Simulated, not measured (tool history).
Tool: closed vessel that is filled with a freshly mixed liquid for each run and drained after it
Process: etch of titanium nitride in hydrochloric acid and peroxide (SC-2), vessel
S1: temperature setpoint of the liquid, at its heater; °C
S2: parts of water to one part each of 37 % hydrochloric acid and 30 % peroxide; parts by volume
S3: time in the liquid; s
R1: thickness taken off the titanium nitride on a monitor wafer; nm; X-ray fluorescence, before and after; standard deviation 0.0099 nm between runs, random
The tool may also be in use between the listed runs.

run 1 hour=0.0 | S1=59.0 S2=9.0 S3=180 | R1=5.9800
run 2 hour=9.1 | S1=57.0 S2=9.5 S3=180 | R1=5.0203
run 3 hour=12.1 | S1=57.0 S2=11.0 S3=180 | R1=4.4655
run 4 hour=16.8 | S1=57.0 S2=12.5 S3=180 | R1=3.9788
run 5 hour=24.6 | S1=55.0 S2=12.5 S3=180 | R1=3.5013
run 6 hour=29.9 | S1=55.0 S2=12.5 S3=180 | R1=3.4960
run 7 hour=34.9 | S1=53.5 S2=12.5 S3=180 | R1=3.1711
run 8 hour=43.5 | S1=52.0 S2=12.5 S3=180 | R1=2.8882

For run 9, what comes out?
run 9 hour=46.5 | S1=51.0 S2=12.5 S3=180 | R1=?

{"run 9": {"R1": 2.673}}

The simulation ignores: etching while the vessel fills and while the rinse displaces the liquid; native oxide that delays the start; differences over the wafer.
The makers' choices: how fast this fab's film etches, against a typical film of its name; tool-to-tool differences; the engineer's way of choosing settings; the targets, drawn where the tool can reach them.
